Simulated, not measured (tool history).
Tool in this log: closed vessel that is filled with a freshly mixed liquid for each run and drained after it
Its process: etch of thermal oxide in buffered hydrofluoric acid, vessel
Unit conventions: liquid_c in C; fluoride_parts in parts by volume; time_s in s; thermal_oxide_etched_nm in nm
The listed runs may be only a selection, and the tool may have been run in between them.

run	hour	liquid_c	fluoride_parts	time_s	thermal_oxide_etched_nm
1	0	22	18	100	59.903
2	5.8	24	15.5	100	78.034
3	6.4	24	15.5	100	78.108
4	8.4	24	13	100	91.407
5	10.4	24	13	100	92.886
6	19.3	24	17.5	100	68.47
7	20.3	25.5	15.5	100	84.008
8	24.3	26.5	14	100	97.675
9	29.8	27.5	12.5	100	114.84
10	31.8	28	11.5	100	128.08

What will run 11 give?
11	32.4	28.5	11	100	?

Run 11 produced thermal_oxide_etched_nm 138.04 nm.

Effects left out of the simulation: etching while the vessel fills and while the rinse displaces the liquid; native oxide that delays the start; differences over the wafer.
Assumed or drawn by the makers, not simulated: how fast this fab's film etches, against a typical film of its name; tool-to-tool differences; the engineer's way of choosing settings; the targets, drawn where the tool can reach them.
